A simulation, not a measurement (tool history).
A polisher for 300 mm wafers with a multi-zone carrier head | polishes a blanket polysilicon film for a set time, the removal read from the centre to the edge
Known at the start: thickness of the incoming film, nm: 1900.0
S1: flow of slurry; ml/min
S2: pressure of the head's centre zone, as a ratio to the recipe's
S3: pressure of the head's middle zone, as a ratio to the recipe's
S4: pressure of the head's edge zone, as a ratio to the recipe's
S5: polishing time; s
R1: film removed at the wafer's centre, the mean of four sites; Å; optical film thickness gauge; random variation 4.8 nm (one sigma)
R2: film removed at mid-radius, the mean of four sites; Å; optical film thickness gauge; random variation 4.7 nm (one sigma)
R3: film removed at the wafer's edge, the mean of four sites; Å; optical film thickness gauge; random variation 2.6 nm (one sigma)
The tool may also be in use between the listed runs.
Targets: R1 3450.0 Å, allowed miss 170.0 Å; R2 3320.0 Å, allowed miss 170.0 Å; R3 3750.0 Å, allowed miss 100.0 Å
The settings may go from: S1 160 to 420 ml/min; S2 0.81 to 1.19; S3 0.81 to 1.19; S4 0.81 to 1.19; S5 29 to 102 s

run,hour,S1,S2,S3,S4,S5,R1,R2,R3
1,0.0,270,1.00,1.00,1.00,65,7069.2,6864.5,6792.5
2,6.3,300,1.00,1.00,1.00,65,6971.0,6760.2,6912.3
3,12.2,300,1.00,1.08,1.00,65,7107.9,7568.7,6922.5
4,18.5,295,0.95,1.01,0.96,53,5409.9,5878.9,5545.5
5,19.8,295,0.95,1.01,0.89,53,5527.6,5748.5,5277.6
6,22.4,245,0.95,1.01,0.89,53,5304.6,5639.4,5231.8
7,26.6,230,0.93,0.94,0.89,46,4499.8,4511.2,4479.4
8,35.5,190,0.83,0.84,0.89,38,3283.9,3301.4,3616.9

Which of these 4 next moves meets every target?
A,44.4,205,0.88,0.83,0.94,38,?,?,?
B,44.4,200,0.98,0.83,0.85,38,?,?,?
C,44.4,180,0.81,0.82,0.92,37,?,?,?
D,44.4,180,0.97,0.81,0.87,40,?,?,?

move,R1,R2,R3
A,3492.8,3311.8,3750.7
B,3832.1,3297.1,3573.6
C,3076.2,3121.0,3555.8
D,3911.2,3338.2,3749.0
A: meets every target
B: further off than the last run
C: further off than the last run
D: brings the result that was furthest off to its target, and leaves another outside
The right move is A.
